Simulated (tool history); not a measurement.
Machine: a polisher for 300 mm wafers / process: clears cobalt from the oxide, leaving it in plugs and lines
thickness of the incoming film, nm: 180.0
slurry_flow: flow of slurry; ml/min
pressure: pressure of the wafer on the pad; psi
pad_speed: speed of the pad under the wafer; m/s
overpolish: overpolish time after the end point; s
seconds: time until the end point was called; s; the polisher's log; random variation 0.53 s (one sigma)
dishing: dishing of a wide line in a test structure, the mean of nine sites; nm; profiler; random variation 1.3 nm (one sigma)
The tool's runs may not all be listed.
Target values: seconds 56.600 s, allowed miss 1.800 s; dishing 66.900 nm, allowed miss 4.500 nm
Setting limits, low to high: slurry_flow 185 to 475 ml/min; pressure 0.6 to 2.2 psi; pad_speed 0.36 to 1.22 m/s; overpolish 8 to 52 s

| run | hour | slurry_flow | pressure | pad_speed | overpolish | seconds | dishing |
|---|---|---|---|---|---|---|---|
| 1 | 0.0 | 305 | 1.4 | 0.78 | 26 | 65.747 | 47.175 |
| 2 | 0.6 | 305 | 1.4 | 0.70 | 26 | 74.530 | 45.134 |
| 3 | 1.3 | 305 | 1.5 | 0.70 | 27 | 69.312 | 48.479 |
| 4 | 5.1 | 305 | 1.5 | 0.56 | 27 | 87.870 | 39.663 |
| 5 | 12.2 | 305 | 1.5 | 0.56 | 36 | 85.752 | 49.944 |
| 6 | 19.8 | 305 | 1.6 | 0.56 | 36 | 81.065 | 53.309 |
| 7 | 24.3 | 305 | 1.7 | 0.56 | 36 | 77.345 | 57.054 |
| 8 | 31.5 | 305 | 1.8 | 0.56 | 35 | 72.063 | 55.565 |
|  | 37.0 | head pressure recalibrated |
| 9 | 37.0 | 305 | 1.9 | 0.56 | 35 | 72.431 | 55.104 |
| 10 | 42.2 | 305 | 2.0 | 0.58 | 35 | 67.123 | 59.957 |

4 candidate next runs follow, results not yet known. Just one meets every target within its allowed miss. Identify it.
| A | 47.4 | 290 | 2.2 | 0.74 | 39 | ? | ? |
| B | 47.4 | 315 | 2.2 | 0.64 | 27 | ? | ? |
| C | 47.4 | 325 | 1.9 | 0.72 | 36 | ? | ? |
| D | 47.4 | 290 | 2.2 | 0.44 | 33 | ? | ? |

| move | seconds | dishing |
|---|---|---|
| A | 48.784 | 73.134 |
| B | 55.680 | 56.089 |
| C | 57.202 | 65.221 |
| D | 80.317 | 50.555 |
A: takes the result that was furthest off past its target
B: corrects the largest miss of the last run, while another result sits out of spec
C: meets every target
D: the biggest miss grows against the last run
The move that meets every target is C.
